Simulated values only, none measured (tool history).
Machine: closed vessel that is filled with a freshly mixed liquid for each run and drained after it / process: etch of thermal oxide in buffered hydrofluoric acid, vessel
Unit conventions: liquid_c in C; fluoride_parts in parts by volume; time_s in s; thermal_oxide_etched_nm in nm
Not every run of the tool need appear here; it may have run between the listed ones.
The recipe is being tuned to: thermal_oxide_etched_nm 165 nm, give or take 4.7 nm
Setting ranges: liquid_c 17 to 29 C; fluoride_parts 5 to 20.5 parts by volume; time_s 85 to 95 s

{"run": 1, "hour": 0.0, "liquid_c": 21, "fluoride_parts": 12.5, "time_s": 85, "thermal_oxide_etched_nm": 67.406}
{"run": 2, "hour": 4.2, "liquid_c": 22.5, "fluoride_parts": 12.5, "time_s": 85, "thermal_oxide_etched_nm": 73.625}
{"run": 3, "hour": 10.7, "liquid_c": 24, "fluoride_parts": 11.5, "time_s": 85, "thermal_oxide_etched_nm": 85.541}
{"run": 4, "hour": 14.4, "liquid_c": 24, "fluoride_parts": 11.5, "time_s": 85, "thermal_oxide_etched_nm": 84.767}
{"run": 5, "hour": 23.1, "liquid_c": 25.5, "fluoride_parts": 11.5, "time_s": 85, "thermal_oxide_etched_nm": 93.529}
{"run": 6, "hour": 26.3, "liquid_c": 24, "fluoride_parts": 11.5, "time_s": 85, "thermal_oxide_etched_nm": 86.909}
{"run": 7, "hour": 28.1, "liquid_c": 24, "fluoride_parts": 11.5, "time_s": 85, "thermal_oxide_etched_nm": 86.83}
{"run": 8, "hour": 31.6, "liquid_c": 25, "fluoride_parts": 10.5, "time_s": 85, "thermal_oxide_etched_nm": 99.799}
{"run": 9, "hour": 39.6, "liquid_c": 26, "fluoride_parts": 10, "time_s": 85, "thermal_oxide_etched_nm": 108.6}
{"run": 10, "hour": 40.8, "liquid_c": 26.5, "fluoride_parts": 9.5, "time_s": 85, "thermal_oxide_etched_nm": 116.3}
{"run": 11, "hour": 47.6, "liquid_c": 27, "fluoride_parts": 9, "time_s": 85, "thermal_oxide_etched_nm": 124.13}
{"run": 12, "hour": 56.7, "liquid_c": 27.5, "fluoride_parts": 8.5, "time_s": 85, "thermal_oxide_etched_nm": 133.05}
{"run": 13, "hour": 65.6, "liquid_c": 28, "fluoride_parts": 8, "time_s": 85, "thermal_oxide_etched_nm": 147.62}

Next run, 5 choices. One meets every target within its allowed miss, the rest don't. Which?
{"run": "A", "hour": 74.5, "liquid_c": 28, "fluoride_parts": 8, "time_s": 95, "thermal_oxide_etched_nm": "?"}
{"run": "B", "hour": 74.5, "liquid_c": 29, "fluoride_parts": 8, "time_s": 95, "thermal_oxide_etched_nm": "?"}
{"run": "C", "hour": 74.5, "liquid_c": 29, "fluoride_parts": 7.5, "time_s": 90, "thermal_oxide_etched_nm": "?"}
{"run": "D", "hour": 74.5, "liquid_c": 23.5, "fluoride_parts": 5.5, "time_s": 90, "thermal_oxide_etched_nm": "?"}
{"run": "E", "hour": 74.5, "liquid_c": 27.5, "fluoride_parts": 6.5, "time_s": 85, "thermal_oxide_etched_nm": "?"}

move=A thermal_oxide_etched_nm=165.54
move=B thermal_oxide_etched_nm=174.53
move=C thermal_oxide_etched_nm=177.28
move=D thermal_oxide_etched_nm=174.92
move=E thermal_oxide_etched_nm=177.65
A: meets every target
B: takes the result that was furthest off past its target
C: takes the result that was furthest off past its target
D: takes the result that was furthest off past its target
E: takes the result that was furthest off past its target
Correct choice: A, which meets every target
